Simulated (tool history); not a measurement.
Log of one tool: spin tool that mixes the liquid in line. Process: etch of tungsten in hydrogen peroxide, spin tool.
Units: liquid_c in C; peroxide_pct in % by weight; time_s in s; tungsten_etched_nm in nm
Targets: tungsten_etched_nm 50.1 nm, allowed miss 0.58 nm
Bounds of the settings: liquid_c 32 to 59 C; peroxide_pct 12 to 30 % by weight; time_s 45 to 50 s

run 1 hour=0 | liquid_c=43 peroxide_pct=22 time_s=45 | tungsten_etched_nm=85.24
run 2 hour=3.5 | liquid_c=43 peroxide_pct=26 time_s=45 | tungsten_etched_nm=92.246
run 3 hour=7 | liquid_c=43 peroxide_pct=28.5 time_s=45 | tungsten_etched_nm=96.985
run 4 hour=14.4 | liquid_c=41 peroxide_pct=28.5 time_s=45 | tungsten_etched_nm=85.021
run 5 hour=21.8 | liquid_c=45 peroxide_pct=28.5 time_s=45 | tungsten_etched_nm=110.11
run 6 hour=30.7 | liquid_c=45 peroxide_pct=30 time_s=45 | tungsten_etched_nm=113.12
run 7 hour=36.5 | liquid_c=37 peroxide_pct=30 time_s=45 | tungsten_etched_nm=67.68
run 8 hour=39.3 | liquid_c=36 peroxide_pct=30 time_s=45 | tungsten_etched_nm=63.011
run 9 hour=43.4 | liquid_c=35.5 peroxide_pct=30 time_s=45 | tungsten_etched_nm=60.693
run 10 hour=48.4 | liquid_c=35 peroxide_pct=30 time_s=45 | tungsten_etched_nm=58.724
run 11 hour=52.7 | liquid_c=34.5 peroxide_pct=30 time_s=45 | tungsten_etched_nm=56.757
-- hour=60 peroxide flow meter replaced
run 12 hour=60 | liquid_c=34 peroxide_pct=30 time_s=45 | tungsten_etched_nm=57.371
run 13 hour=62.5 | liquid_c=33.5 peroxide_pct=30 time_s=45 | tungsten_etched_nm=55.397
run 14 hour=63.2 | liquid_c=33 peroxide_pct=30 time_s=45 | tungsten_etched_nm=53.469
run 15 hour=69.6 | liquid_c=32.5 peroxide_pct=30 time_s=45 | tungsten_etched_nm=52.28

4 next moves are on the table. One of them brings every result within its allowed miss. Which?
run A hour=76 | liquid_c=32 peroxide_pct=30 time_s=45 | tungsten_etched_nm=?
run B hour=76 | liquid_c=32.5 peroxide_pct=29.5 time_s=45 | tungsten_etched_nm=?
run C hour=76 | liquid_c=32 peroxide_pct=26 time_s=50 | tungsten_etched_nm=?
run D hour=76 | liquid_c=33.5 peroxide_pct=25.5 time_s=50 | tungsten_etched_nm=?

move=A tungsten_etched_nm=49.939
move=B tungsten_etched_nm=51.245
move=C tungsten_etched_nm=51.657
move=D tungsten_etched_nm=56.669
A: meets every target
B: nearer than the last run, and not there yet
C: nearer than the last run, and not there yet
D: further off than the last run
Answer: A
